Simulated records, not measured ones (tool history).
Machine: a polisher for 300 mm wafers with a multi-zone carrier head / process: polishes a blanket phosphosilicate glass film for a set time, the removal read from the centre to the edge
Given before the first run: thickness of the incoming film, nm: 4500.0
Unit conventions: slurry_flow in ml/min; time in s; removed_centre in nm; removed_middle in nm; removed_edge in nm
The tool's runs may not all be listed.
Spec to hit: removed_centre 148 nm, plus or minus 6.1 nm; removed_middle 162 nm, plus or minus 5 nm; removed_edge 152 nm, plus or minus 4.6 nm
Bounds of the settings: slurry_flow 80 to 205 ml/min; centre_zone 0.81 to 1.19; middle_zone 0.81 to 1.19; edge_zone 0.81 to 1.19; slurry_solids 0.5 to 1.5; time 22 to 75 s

Run 1, hour 0: slurry_flow 135 ml/min, centre_zone 1, middle_zone 1, edge_zone 1, slurry_solids 1, time 48 s. Result: removed_centre 191.41 nm, removed_middle 195.15 nm, removed_edge 194.15 nm.
Run 2, hour 1.1: slurry_flow 135 ml/min, centre_zone 1, middle_zone 1, edge_zone 1, slurry_solids 1.2, time 48 s. Result: removed_centre 205.51 nm, removed_middle 214.24 nm, removed_edge 214.15 nm.
Run 3, hour 7.5: slurry_flow 135 ml/min, centre_zone 1, middle_zone 0.94, edge_zone 1, slurry_solids 1.2, time 48 s. Result: removed_centre 203.76 nm, removed_middle 202.41 nm, removed_edge 211.44 nm.
Run 4, hour 11.8: slurry_flow 165 ml/min, centre_zone 1, middle_zone 0.94, edge_zone 1, slurry_solids 1.2, time 48 s. Result: removed_centre 221.67 nm, removed_middle 217.61 nm, removed_edge 223.93 nm.
Run 5, hour 15.6: slurry_flow 145 ml/min, centre_zone 0.97, middle_zone 0.95, edge_zone 0.95, slurry_solids 1.05, time 48 s. Result: removed_centre 197.29 nm, removed_middle 198.06 nm, removed_edge 196.55 nm.
Run 6, hour 24.3: slurry_flow 145 ml/min, centre_zone 0.97, middle_zone 0.95, edge_zone 1, slurry_solids 1.05, time 48 s. Result: removed_centre 195.04 nm, removed_middle 196.46 nm, removed_edge 204.09 nm.
Run 7, hour 31.6: slurry_flow 130 ml/min, centre_zone 0.94, middle_zone 0.96, edge_zone 0.95, slurry_solids 1, time 48 s. Result: removed_centre 173.2 nm, removed_middle 188.11 nm, removed_edge 189.67 nm.
Run 8, hour 34.2: slurry_flow 120 ml/min, centre_zone 0.95, middle_zone 0.96, edge_zone 0.91, slurry_solids 0.95, time 48 s. Result: removed_centre 167.73 nm, removed_middle 180.43 nm, removed_edge 177.05 nm.
Run 9, hour 39.7: slurry_flow 110 ml/min, centre_zone 0.95, middle_zone 0.96, edge_zone 0.88, slurry_solids 0.9, time 48 s. Result: removed_centre 159.02 nm, removed_middle 168.7 nm, removed_edge 165.81 nm.
Run 10, hour 42: slurry_flow 105 ml/min, centre_zone 0.95, middle_zone 0.97, edge_zone 0.86, slurry_solids 0.9, time 48 s. Result: removed_centre 155.18 nm, removed_middle 164.91 nm, removed_edge 163.59 nm.
At hour 50.1: slurry nozzle cleaned.
Run 11, hour 50.1: slurry_flow 105 ml/min, centre_zone 0.97, middle_zone 1.05, edge_zone 0.81, slurry_solids 0.8, time 48 s. Result: removed_centre 169.71 nm, removed_middle 181.65 nm, removed_edge 160.89 nm.
Run 12, hour 57.1: slurry_flow 100 ml/min, centre_zone 0.96, middle_zone 1.04, edge_zone 0.81, slurry_solids 0.8, time 48 s. Result: removed_centre 164.19 nm, removed_middle 180.98 nm, removed_edge 158.24 nm.
Run 13, hour 65.1: slurry_flow 95 ml/min, centre_zone 0.96, middle_zone 1.02, edge_zone 0.82, slurry_solids 0.8, time 48 s. Result: removed_centre 161.73 nm, removed_middle 176.17 nm, removed_edge 156.48 nm.
Run 14, hour 72.3: slurry_flow 95 ml/min, centre_zone 0.95, middle_zone 1, edge_zone 0.82, slurry_solids 0.8, time 48 s. Result: removed_centre 160.09 nm, removed_middle 174.26 nm, removed_edge 155.67 nm.
Run 15, hour 74.2: slurry_flow 80 ml/min, centre_zone 0.9, middle_zone 0.94, edge_zone 0.84, slurry_solids 0.75, time 48 s. Result: removed_centre 133.72 nm, removed_middle 147.8 nm, removed_edge 144.78 nm.
Run 16, hour 81.1: slurry_flow 115 ml/min, centre_zone 0.91, middle_zone 0.96, edge_zone 0.83, slurry_solids 0.75, time 48 s. Result: removed_centre 158.39 nm, removed_middle 168.11 nm, removed_edge 155.44 nm.
Run 17, hour 87.3: slurry_flow 110 ml/min, centre_zone 0.91, middle_zone 0.96, edge_zone 0.83, slurry_solids 0.75, time 48 s. Result: removed_centre 156.57 nm, removed_middle 169.46 nm, removed_edge 155.42 nm.
Run 18, hour 88.6: slurry_flow 90 ml/min, centre_zone 0.89, middle_zone 0.93, edge_zone 0.82, slurry_solids 0.75, time 48 s. Result: removed_centre 143.51 nm, removed_middle 153.41 nm, removed_edge 146.71 nm.
Run 19, hour 90: slurry_flow 90 ml/min, centre_zone 0.89, middle_zone 0.93, edge_zone 0.82, slurry_solids 0.75, time 48 s. Result: removed_centre 145.81 nm, removed_middle 152.02 nm, removed_edge 150.63 nm.
Run 20, hour 96.5: slurry_flow 95 ml/min, centre_zone 0.89, middle_zone 0.94, edge_zone 0.82, slurry_solids 0.75, time 48 s. Result: removed_centre 145.91 nm, removed_middle 155.3 nm, removed_edge 150.05 nm.

Exactly one of the 4 candidate moves below puts every result within its allowed miss. Which one?
Run A, hour 103: slurry_flow 120 ml/min, centre_zone 0.9, middle_zone 0.98, edge_zone 0.88, slurry_solids 0.65, time 49 s. Result: removed_centre ?, removed_middle ?, removed_edge ?.
Run B, hour 103: slurry_flow 95 ml/min, centre_zone 0.95, middle_zone 0.89, edge_zone 0.81, slurry_solids 0.8, time 45 s. Result: removed_centre ?, removed_middle ?, removed_edge ?.
Run C, hour 103: slurry_flow 85 ml/min, centre_zone 1.01, middle_zone 1.07, edge_zone 0.91, slurry_solids 0.6, time 52 s. Result: removed_centre ?, removed_middle ?, removed_edge ?.
Run D, hour 103: slurry_flow 95 ml/min, centre_zone 0.87, middle_zone 0.91, edge_zone 0.81, slurry_solids 0.9, time 43 s. Result: removed_centre ?, removed_middle ?, removed_edge ?.

move  removed_centre  removed_middle  removed_edge
   A          148.17          159.22        149.51
   B          151.46             145        145.45
   C          144.69          154.19        141.13
   D          144.06          151.37        148.98
A: all results land within tolerance of their targets
B: moves away from the targets compared with the last run
C: moves away from the targets compared with the last run
D: moves away from the targets compared with the last run
A is the move that brings every result within its allowed miss.
